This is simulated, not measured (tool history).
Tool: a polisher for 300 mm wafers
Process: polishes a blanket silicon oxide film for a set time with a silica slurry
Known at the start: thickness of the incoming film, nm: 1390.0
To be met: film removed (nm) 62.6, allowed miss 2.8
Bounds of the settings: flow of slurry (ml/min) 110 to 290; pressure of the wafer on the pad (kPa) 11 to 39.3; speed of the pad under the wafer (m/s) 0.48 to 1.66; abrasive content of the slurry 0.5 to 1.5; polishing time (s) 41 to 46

run  hour  flow of slurry (ml/min)  pressure of the wafer on the pad (kPa)  speed of the pad under the wafer (m/s)  abrasive content of the slurry  polishing time (s)  film removed (nm)
  1     0                      185                                    24.8                                    1.06                               1                  46             127.49
  2   4.4                      185                                    22.8                                    1.06                               1                  46             113.76
  3   5.3                      185                                    22.8                                    1.06                             1.2                  46             123.75
  4    11                      185                                    27.6                                    1.06                             1.2                  46                156
  5  13.5                      185                                    27.6                                    1.06                            1.05                  46             142.44
  6  14.5                      185                                    24.8                                    1.02                            1.05                  46             125.19
  7  15.2                      185                                    22.8                                       1                            1.05                  46             109.02
  8    17                      185                                    20.7                                       1                            1.05                  46              103.1
  9  19.7                      185                                    19.3                                    0.98                            1.05                  46             93.512
 10  24.7                      185                                    17.9                                    0.98                            1.05                  46             87.592

Which of these 4 next moves meets every target?
  A  29.7                      170                                      11                                    1.04                            1.35                  41                  ?
  B  29.7                      110                                    15.9                                    0.94                            1.15                  45                  ?
  C  29.7                      195                                    16.5                                    0.86                            1.05                  46                  ?
  D  29.7                      165                                    17.2                                    0.86                            0.95                  41                  ?

move  film removed (nm)
   A             57.794
   B             71.623
   C             73.964
   D             63.536
A: takes the result that was furthest off past its target
B: nearer than the last run, and not there yet
C: nearer than the last run, and not there yet
D: meets every target
The right move is D.
